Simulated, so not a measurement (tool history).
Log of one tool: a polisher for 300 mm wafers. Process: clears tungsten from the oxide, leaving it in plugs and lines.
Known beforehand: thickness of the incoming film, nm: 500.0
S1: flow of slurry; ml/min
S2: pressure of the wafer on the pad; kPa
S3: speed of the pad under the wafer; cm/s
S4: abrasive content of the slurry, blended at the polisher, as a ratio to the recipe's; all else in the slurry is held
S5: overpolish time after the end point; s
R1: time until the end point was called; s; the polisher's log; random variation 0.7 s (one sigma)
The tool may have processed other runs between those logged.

run  hour   S1    S2   S3   S4  S5       R1
  1   0.0  305  20.0  120  1.0  14  107.450
  2   8.9  305  21.4  120  1.0  14  100.490
  3  14.8  305  22.8  120  1.0  14   97.190
  4  16.3  305  22.8  120  1.0  14   94.913
  5  18.7  305  22.8  120  1.0  15   95.315
  6  24.7  335  22.8  120  1.0  15   94.252
  7  26.0  335  22.8  120  1.0  15   94.690

Estimate the outcome of run 8 from the log above:
  8  30.3  335  23.4  120  1.0  15   ?

R1: 92.509 s
